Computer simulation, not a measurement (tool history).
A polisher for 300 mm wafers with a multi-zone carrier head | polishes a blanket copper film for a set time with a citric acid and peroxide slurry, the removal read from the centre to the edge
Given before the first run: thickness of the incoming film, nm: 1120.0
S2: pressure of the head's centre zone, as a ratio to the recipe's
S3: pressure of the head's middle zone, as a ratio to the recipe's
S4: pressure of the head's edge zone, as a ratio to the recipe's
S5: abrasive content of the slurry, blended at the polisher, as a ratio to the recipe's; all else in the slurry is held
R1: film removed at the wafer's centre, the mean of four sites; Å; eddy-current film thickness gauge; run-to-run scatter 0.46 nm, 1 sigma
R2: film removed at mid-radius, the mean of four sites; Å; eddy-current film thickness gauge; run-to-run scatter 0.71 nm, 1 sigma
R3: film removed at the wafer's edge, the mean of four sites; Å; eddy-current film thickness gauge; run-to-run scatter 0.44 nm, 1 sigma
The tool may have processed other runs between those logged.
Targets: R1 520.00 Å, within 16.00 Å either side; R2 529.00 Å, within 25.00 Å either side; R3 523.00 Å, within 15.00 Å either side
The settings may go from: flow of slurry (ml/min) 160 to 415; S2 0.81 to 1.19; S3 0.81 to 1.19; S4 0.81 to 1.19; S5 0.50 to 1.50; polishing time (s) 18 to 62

run 1 day=0.000 | flow_of_slurry_(ml/min)=265 S2=1.00 S3=1.00 S4=1.00 S5=1.00 polishing_time_(s)=40 | R1=991.03 R2=984.96 R3=990.20
run 2 day=0.354 | flow_of_slurry_(ml/min)=265 S2=1.00 S3=0.94 S4=1.00 S5=1.00 polishing_time_(s)=40 | R1=979.14 R2=941.32 R3=980.64
run 3 day=0.617 | flow_of_slurry_(ml/min)=265 S2=1.00 S3=0.94 S4=0.93 S5=1.00 polishing_time_(s)=40 | R1=1000.00 R2=961.74 R3=942.48
run 4 day=0.808 | flow_of_slurry_(ml/min)=260 S2=0.98 S3=0.92 S4=0.92 S5=0.90 polishing_time_(s)=37 | R1=874.31 R2=847.08 R3=847.27
run 5 day=1.104 | flow_of_slurry_(ml/min)=260 S2=0.98 S3=0.92 S4=0.92 S5=0.70 polishing_time_(s)=37 | R1=833.81 R2=805.37 R3=828.14
run 6 day=1.425 | flow_of_slurry_(ml/min)=260 S2=0.97 S3=0.92 S4=0.91 S5=0.65 polishing_time_(s)=35 | R1=789.06 R2=746.10 R3=754.11
run 7 day=1.450 | flow_of_slurry_(ml/min)=260 S2=0.97 S3=0.92 S4=0.91 S5=0.65 polishing_time_(s)=35 | R1=787.36 R2=752.65 R3=750.13
run 8 day=1.650 | flow_of_slurry_(ml/min)=255 S2=0.95 S3=0.91 S4=0.90 S5=0.65 polishing_time_(s)=33 | R1=718.06 R2=712.56 R3=720.36
run 9 day=1.808 | flow_of_slurry_(ml/min)=260 S2=0.95 S3=0.91 S4=0.89 S5=0.65 polishing_time_(s)=31 | R1=679.71 R2=673.37 R3=664.12
run 10 day=2.183 | flow_of_slurry_(ml/min)=260 S2=0.94 S3=0.90 S4=0.88 S5=0.65 polishing_time_(s)=30 | R1=649.65 R2=634.29 R3=656.12
run 11 day=2.508 | flow_of_slurry_(ml/min)=260 S2=0.94 S3=0.90 S4=0.87 S5=0.65 polishing_time_(s)=29 | R1=628.50 R2=617.57 R3=610.14
run 12 day=2.825 | flow_of_slurry_(ml/min)=260 S2=0.93 S3=0.90 S4=0.86 S5=0.65 polishing_time_(s)=28 | R1=593.88 R2=589.27 R3=597.91
run 13 day=2.883 | flow_of_slurry_(ml/min)=260 S2=0.93 S3=0.90 S4=0.85 S5=0.65 polishing_time_(s)=28 | R1=611.43 R2=579.03 R3=603.60
run 14 day=3.067 | flow_of_slurry_(ml/min)=260 S2=0.92 S3=0.91 S4=0.85 S5=0.65 polishing_time_(s)=27 | R1=563.51 R2=586.44 R3=571.65
run 15 day=3.196 | flow_of_slurry_(ml/min)=260 S2=0.92 S3=0.91 S4=0.84 S5=0.65 polishing_time_(s)=27 | R1=569.92 R2=584.04 R3=567.52

Of the 5 settings listed for the next run, only one would bring every result within its allowed miss of target. Which one?
run A day=3.325 | flow_of_slurry_(ml/min)=230 S2=0.96 S3=0.92 S4=0.81 S5=0.60 polishing_time_(s)=26 | R1=? R2=? R3=?
run B day=3.325 | flow_of_slurry_(ml/min)=265 S2=0.81 S3=0.92 S4=0.91 S5=0.60 polishing_time_(s)=29 | R1=? R2=? R3=?
run C day=3.325 | flow_of_slurry_(ml/min)=240 S2=1.03 S3=0.91 S4=0.82 S5=0.65 polishing_time_(s)=27 | R1=? R2=? R3=?
run D day=3.325 | flow_of_slurry_(ml/min)=235 S2=1.17 S3=0.90 S4=0.81 S5=0.60 polishing_time_(s)=25 | R1=? R2=? R3=?
run E day=3.325 | flow_of_slurry_(ml/min)=245 S2=0.95 S3=0.96 S4=0.92 S5=0.50 polishing_time_(s)=25 | R1=? R2=? R3=?

move=A R1=557.43 R2=540.41 R3=536.61
move=B R1=534.65 R2=614.34 R3=635.49
move=C R1=633.23 R2=566.30 R3=569.43
move=D R1=656.27 R2=511.49 R3=517.26
move=E R1=521.35 R2=527.98 R3=531.43
A: gains on the last run, yet a result remains outside its allowed miss
B: the furthest-off result lands on target, but another misses its tolerance
C: its largest miss is bigger than the last run's
D: its largest miss is bigger than the last run's
E: hits every target within its allowed miss
So the answer is move E, the one that meets all the targets.

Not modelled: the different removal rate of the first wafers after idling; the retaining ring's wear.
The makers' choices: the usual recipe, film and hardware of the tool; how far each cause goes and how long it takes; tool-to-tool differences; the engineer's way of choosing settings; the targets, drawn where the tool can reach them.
